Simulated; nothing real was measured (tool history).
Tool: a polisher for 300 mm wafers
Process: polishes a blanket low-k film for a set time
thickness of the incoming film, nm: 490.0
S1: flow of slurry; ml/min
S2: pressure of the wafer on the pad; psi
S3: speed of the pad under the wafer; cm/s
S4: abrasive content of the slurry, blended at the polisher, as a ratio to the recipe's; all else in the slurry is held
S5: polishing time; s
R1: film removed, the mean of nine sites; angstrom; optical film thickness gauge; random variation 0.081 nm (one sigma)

run,hour,S1,S2,S3,S4,S5,R1
1,0.0,305,1.9,120,1.0,45,181.390
2,9.0,305,1.9,120,1.0,45,182.850
3,15.6,305,1.7,120,1.0,45,160.530
4,18.4,305,1.5,120,1.0,45,144.010
5,25.9,240,1.5,120,1.0,45,141.330
6,34.2,240,1.5,120,1.0,45,142.970
7,40.2,240,1.4,118,1.0,45,130.540
8,46.3,240,1.3,118,1.0,45,124.440
9,51.1,240,1.2,118,1.0,45,113.940
10,60.1,240,1.1,118,1.0,45,103.150
11,62.3,240,1.0,118,1.0,45,95.955
12,66.2,240,1.1,118,1.0,45,105.680

Forecast run 13:
13,67.2,240,1.0,118,1.0,45,?

{"run 13": {"R1": 95.54}}
